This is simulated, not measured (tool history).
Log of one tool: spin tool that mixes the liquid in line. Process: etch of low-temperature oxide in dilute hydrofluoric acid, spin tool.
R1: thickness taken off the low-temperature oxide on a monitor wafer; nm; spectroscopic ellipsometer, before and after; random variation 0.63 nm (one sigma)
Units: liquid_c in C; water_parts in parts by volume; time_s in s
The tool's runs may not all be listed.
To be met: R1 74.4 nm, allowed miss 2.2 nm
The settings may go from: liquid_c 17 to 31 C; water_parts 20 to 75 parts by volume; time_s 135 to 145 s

Run 1, hour 0: liquid_c 23 C, water_parts 45 parts by volume, time_s 135 s. Result: R1 47.258 nm.
Run 2, hour 3.8: liquid_c 23 C, water_parts 45 parts by volume, time_s 145 s. Result: R1 49.91 nm.
Run 3, hour 9.9: liquid_c 23 C, water_parts 55 parts by volume, time_s 145 s. Result: R1 41.328 nm.
Run 4, hour 11.2: liquid_c 25 C, water_parts 50 parts by volume, time_s 145 s. Result: R1 49.748 nm.
Run 5, hour 19.3: liquid_c 26.5 C, water_parts 45 parts by volume, time_s 145 s. Result: R1 58.471 nm.
Run 6, hour 23.2: liquid_c 26.5 C, water_parts 45 parts by volume, time_s 135 s. Result: R1 54.635 nm.
Run 7, hour 28.5: liquid_c 26.5 C, water_parts 45 parts by volume, time_s 135 s. Result: R1 55.107 nm.
Run 8, hour 29.9: liquid_c 28 C, water_parts 45 parts by volume, time_s 135 s. Result: R1 58.467 nm.
Run 9, hour 36: liquid_c 28 C, water_parts 45 parts by volume, time_s 135 s. Result: R1 58.771 nm.

Which of these 5 next moves meets every target?
Run A, hour 42.1: liquid_c 29 C, water_parts 40 parts by volume, time_s 145 s. Result: R1 ?.
Run B, hour 42.1: liquid_c 25.5 C, water_parts 40 parts by volume, time_s 145 s. Result: R1 ?.
Run C, hour 42.1: liquid_c 25 C, water_parts 55 parts by volume, time_s 135 s. Result: R1 ?.
Run D, hour 42.1: liquid_c 31 C, water_parts 40 parts by volume, time_s 145 s. Result: R1 ?.
Run E, hour 42.1: liquid_c 28.5 C, water_parts 55 parts by volume, time_s 135 s. Result: R1 ?.

move      R1
   A  73.076
   B  63.426
   C  41.222
   D  79.103
   E  47.432
A: meets every target
B: nearer than the last run, and not there yet
C: further off than the last run
D: takes the result that was furthest off past its target
E: further off than the last run
Move A is the one to make.

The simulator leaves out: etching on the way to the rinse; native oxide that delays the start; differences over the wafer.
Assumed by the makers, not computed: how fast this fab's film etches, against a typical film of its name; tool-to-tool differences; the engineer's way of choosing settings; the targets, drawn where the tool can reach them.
